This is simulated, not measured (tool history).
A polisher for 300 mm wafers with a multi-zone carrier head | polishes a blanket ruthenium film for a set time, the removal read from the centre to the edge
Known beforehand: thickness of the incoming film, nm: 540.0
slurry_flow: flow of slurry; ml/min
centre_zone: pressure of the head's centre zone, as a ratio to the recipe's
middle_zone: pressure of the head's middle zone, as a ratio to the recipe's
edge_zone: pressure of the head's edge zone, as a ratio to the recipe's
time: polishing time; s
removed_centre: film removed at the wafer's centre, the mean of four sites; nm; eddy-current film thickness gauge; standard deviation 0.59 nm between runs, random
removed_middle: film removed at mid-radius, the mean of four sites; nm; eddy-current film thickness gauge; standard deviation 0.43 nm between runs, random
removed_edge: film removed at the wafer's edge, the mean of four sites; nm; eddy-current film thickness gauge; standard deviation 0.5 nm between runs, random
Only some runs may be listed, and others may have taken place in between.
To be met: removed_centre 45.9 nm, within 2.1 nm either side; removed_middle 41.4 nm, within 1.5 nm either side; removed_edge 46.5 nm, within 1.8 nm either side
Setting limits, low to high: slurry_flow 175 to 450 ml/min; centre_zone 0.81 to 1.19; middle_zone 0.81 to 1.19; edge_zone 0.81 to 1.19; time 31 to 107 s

run	hour	slurry_flow	centre_zone	middle_zone	edge_zone	time	removed_centre	removed_middle	removed_edge
1	0	290	1	1	1	69	66.69	65.399	67.506
2	5	290	1	0.95	1	69	67.522	64.346	67.781
3	11.3	285	1	0.92	1	63	60.375	56.837	61.473
4	14.4	285	1	1	1	63	61.099	59.699	61.479
5	16.8	330	1	1	1	63	59.279	61.499	62.708
6	25	330	0.96	1	1	63	60.286	61.369	62.613
7	27.2	315	0.97	0.97	1	59	56.067	55.094	58.31
8	36.1	315	0.97	0.95	0.99	56	52.551	52.447	55.511
9	37.9	300	0.97	0.92	0.97	54	49.81	49.108	51.989

Exercise: of the 5 proposed moves below, exactly one satisfies all targets within the stated allowed misses. Which move is it?
A	39.7	305	0.87	0.97	0.98	51	?	?	?
B	39.7	250	0.99	1.01	0.81	49	?	?	?
C	39.7	240	0.97	0.81	0.88	51	?	?	?
D	39.7	255	0.85	0.89	0.86	51	?	?	?
E	39.7	275	0.87	0.9	1.05	63	?	?	?

move	removed_centre	removed_middle	removed_edge
A	43.163	48.222	50.393
B	45.916	46.571	43.648
C	46.543	41.812	47.06
D	41.303	44.733	46.79
E	52.677	56.112	63.903
A: closer than the last run, but not yet in spec
B: closer than the last run, but not yet in spec
C: all results in spec
D: closer than the last run, but not yet in spec
E: further off than the last run
The move that meets every target is C.
